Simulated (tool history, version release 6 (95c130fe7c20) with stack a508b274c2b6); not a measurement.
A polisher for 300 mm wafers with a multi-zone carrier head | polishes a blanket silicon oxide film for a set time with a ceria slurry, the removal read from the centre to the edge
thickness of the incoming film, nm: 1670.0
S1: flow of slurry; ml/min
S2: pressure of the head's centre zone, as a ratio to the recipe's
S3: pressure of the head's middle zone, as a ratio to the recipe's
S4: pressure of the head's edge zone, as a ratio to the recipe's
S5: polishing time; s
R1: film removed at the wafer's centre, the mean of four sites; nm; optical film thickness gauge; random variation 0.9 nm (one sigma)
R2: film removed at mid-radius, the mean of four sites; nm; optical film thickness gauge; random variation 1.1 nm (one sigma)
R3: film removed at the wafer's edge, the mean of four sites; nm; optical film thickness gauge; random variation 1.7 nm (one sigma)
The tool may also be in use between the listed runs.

run 1 day=0 | S1=140 S2=1 S3=1 S4=1 S5=42 | R1=94.699 R2=100.29 R3=100.73
run 2 day=0.146 | S1=115 S2=1 S3=1 S4=1 S5=42 | R1=88.987 R2=96.309 R3=99.005
run 3 day=0.375 | S1=115 S2=1 S3=1.06 S4=1 S5=42 | R1=87.617 R2=98.492 R3=98.803
run 4 day=0.421 | S1=135 S2=0.98 S3=1.09 S4=1.03 S5=43 | R1=93.874 R2=108.62 R3=104.45
run 5 day=0.738 | S1=135 S2=0.98 S3=1.09 S4=1.06 S5=43 | R1=93.651 R2=108.14 R3=106.05
-- day=1.075 slurry nozzle cleaned
run 6 day=1.075 | S1=145 S2=0.96 S3=1.11 S4=1.09 S5=43 | R1=104.34 R2=123.58 R3=117.15
run 7 day=1.308 | S1=145 S2=0.94 S3=1.11 S4=1.09 S5=43 | R1=102.28 R2=121.66 R3=118.94

Run 8 comes next. What will it give?
run 8 day=1.558 | S1=145 S2=0.94 S3=1.11 S4=1.09 S5=43 | R1=? R2=? R3=?

{"run 8": {"R1": 103.3, "R2": 124.76, "R3": 115.59}}
